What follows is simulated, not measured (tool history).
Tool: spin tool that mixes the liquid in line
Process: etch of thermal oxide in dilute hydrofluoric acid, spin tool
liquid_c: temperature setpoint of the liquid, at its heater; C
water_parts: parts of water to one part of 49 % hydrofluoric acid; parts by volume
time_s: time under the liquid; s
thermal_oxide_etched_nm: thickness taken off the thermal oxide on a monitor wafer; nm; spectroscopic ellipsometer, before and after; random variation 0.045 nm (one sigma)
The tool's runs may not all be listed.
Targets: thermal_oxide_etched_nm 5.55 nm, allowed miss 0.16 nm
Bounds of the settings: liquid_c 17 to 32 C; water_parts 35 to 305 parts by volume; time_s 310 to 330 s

{"run": 1, "hour": 0.0, "liquid_c": 24, "water_parts": 170, "time_s": 310, "thermal_oxide_etched_nm": 8.1906}
{"run": 2, "hour": 4.3, "liquid_c": 22.5, "water_parts": 175, "time_s": 310, "thermal_oxide_etched_nm": 7.4778}
{"run": 3, "hour": 9.0, "liquid_c": 24, "water_parts": 175, "time_s": 310, "thermal_oxide_etched_nm": 7.9089}
{"run": 4, "hour": 9.9, "liquid_c": 24, "water_parts": 205, "time_s": 310, "thermal_oxide_etched_nm": 6.5451}
{"run": 5, "hour": 16.6, "liquid_c": 23, "water_parts": 205, "time_s": 310, "thermal_oxide_etched_nm": 6.284}
{"run": 6, "hour": 21.4, "liquid_c": 22.5, "water_parts": 205, "time_s": 310, "thermal_oxide_etched_nm": 6.1807}
{"run": 7, "hour": 30.2, "liquid_c": 22, "water_parts": 205, "time_s": 310, "thermal_oxide_etched_nm": 6.0533}
{"run": 8, "hour": 37.3, "liquid_c": 21.5, "water_parts": 205, "time_s": 310, "thermal_oxide_etched_nm": 6.0564}
{"run": 9, "hour": 42.1, "liquid_c": 18.5, "water_parts": 205, "time_s": 310, "thermal_oxide_etched_nm": 5.3026}
{"run": 10, "hour": 49.4, "liquid_c": 18.5, "water_parts": 205, "time_s": 310, "thermal_oxide_etched_nm": 5.2947}

Which of these 4 next moves meets every target?
{"run": "A", "hour": 56.7, "liquid_c": 19.5, "water_parts": 220, "time_s": 310, "thermal_oxide_etched_nm": "?"}
{"run": "B", "hour": 56.7, "liquid_c": 19, "water_parts": 215, "time_s": 315, "thermal_oxide_etched_nm": "?"}
{"run": "C", "hour": 56.7, "liquid_c": 17.5, "water_parts": 200, "time_s": 325, "thermal_oxide_etched_nm": "?"}
{"run": "D", "hour": 56.7, "liquid_c": 17, "water_parts": 210, "time_s": 325, "thermal_oxide_etched_nm": "?"}

move=A thermal_oxide_etched_nm=5.1008
move=B thermal_oxide_etched_nm=5.2271
move=C thermal_oxide_etched_nm=5.5438
move=D thermal_oxide_etched_nm=5.1289
A: further off than the last run
B: further off than the last run
C: meets every target
D: further off than the last run
Answer: C

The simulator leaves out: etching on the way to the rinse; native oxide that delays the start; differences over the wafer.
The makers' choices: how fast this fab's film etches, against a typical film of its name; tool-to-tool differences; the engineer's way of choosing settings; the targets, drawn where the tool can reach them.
